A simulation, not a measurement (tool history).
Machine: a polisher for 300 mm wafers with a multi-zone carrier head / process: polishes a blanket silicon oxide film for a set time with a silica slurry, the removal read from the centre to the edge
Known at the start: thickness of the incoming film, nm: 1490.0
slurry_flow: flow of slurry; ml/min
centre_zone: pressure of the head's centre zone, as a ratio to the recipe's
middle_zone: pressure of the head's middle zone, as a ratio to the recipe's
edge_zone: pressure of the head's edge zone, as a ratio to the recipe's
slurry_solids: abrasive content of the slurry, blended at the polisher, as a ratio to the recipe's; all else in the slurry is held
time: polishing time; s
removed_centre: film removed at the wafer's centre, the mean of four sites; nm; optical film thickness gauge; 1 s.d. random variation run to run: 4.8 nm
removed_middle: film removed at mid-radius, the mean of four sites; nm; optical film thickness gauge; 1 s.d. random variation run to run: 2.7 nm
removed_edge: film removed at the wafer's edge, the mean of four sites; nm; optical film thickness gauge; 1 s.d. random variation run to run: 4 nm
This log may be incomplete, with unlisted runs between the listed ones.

run 1 hour=0 | slurry_flow=195 centre_zone=1 middle_zone=1 edge_zone=1 slurry_solids=1 time=86 | removed_centre=323.21 removed_middle=322.04 removed_edge=322.7
run 2 hour=0.7 | slurry_flow=205 centre_zone=1 middle_zone=1.02 edge_zone=1.03 slurry_solids=1.05 time=86 | removed_centre=333.61 removed_middle=339.04 removed_edge=336.45
run 3 hour=3.9 | slurry_flow=210 centre_zone=1 middle_zone=1.03 edge_zone=1.05 slurry_solids=1.1 time=86 | removed_centre=336.25 removed_middle=343.88 removed_edge=351.85
run 4 hour=11.9 | slurry_flow=210 centre_zone=1.06 middle_zone=1.03 edge_zone=1.05 slurry_solids=1.1 time=86 | removed_centre=357.7 removed_middle=347.5 removed_edge=345.81
run 5 hour=14.9 | slurry_flow=220 centre_zone=1.06 middle_zone=1.05 edge_zone=1.07 slurry_solids=1.15 time=86 | removed_centre=367.36 removed_middle=361.94 removed_edge=359.3
run 6 hour=21.1 | slurry_flow=220 centre_zone=1.06 middle_zone=1.05 edge_zone=1.07 slurry_solids=1.25 time=86 | removed_centre=392.17 removed_middle=372.14 removed_edge=366.78

Run 7 has not been measured yet. What should we expect?
run 7 hour=26 | slurry_flow=230 centre_zone=1.05 middle_zone=1.06 edge_zone=1.09 slurry_solids=1.25 time=86 | removed_centre=? removed_middle=? removed_edge=?

removed_centre: 380.89 nm
removed_middle: 377.99 nm
removed_edge: 370.05 nm

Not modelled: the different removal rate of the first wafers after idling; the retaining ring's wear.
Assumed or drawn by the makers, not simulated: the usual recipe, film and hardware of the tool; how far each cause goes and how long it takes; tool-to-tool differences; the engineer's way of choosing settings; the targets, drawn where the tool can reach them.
